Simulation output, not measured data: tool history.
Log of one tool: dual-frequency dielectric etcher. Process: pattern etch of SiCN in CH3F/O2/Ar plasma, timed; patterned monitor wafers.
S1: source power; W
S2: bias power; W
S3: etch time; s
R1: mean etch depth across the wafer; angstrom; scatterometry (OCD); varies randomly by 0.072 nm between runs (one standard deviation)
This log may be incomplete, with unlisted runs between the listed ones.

Run 1, hour 0.0: S1 310 W, S2 92 W, S3 64.0 s. Result: R1 244.62 angstrom.
Run 2, hour 2.4: S1 310 W, S2 79 W, S3 64.0 s. Result: R1 223.13 angstrom.
Run 3, hour 10.7: S1 310 W, S2 79 W, S3 67.0 s. Result: R1 235.19 angstrom.
Run 4, hour 14.8: S1 280 W, S2 73 W, S3 66.5 s. Result: R1 209.57 angstrom.
Run 5, hour 23.2: S1 260 W, S2 71 W, S3 66.5 s. Result: R1 199.20 angstrom.
Run 6, hour 30.9: S1 260 W, S2 71 W, S3 64.0 s. Result: R1 190.82 angstrom.

What does the tool deliver on the next run?
Run 7, hour 35.8: S1 240 W, S2 70 W, S3 64.0 s. Result: R1 ?.

Logged for run 7: R1 181.57 angstrom.
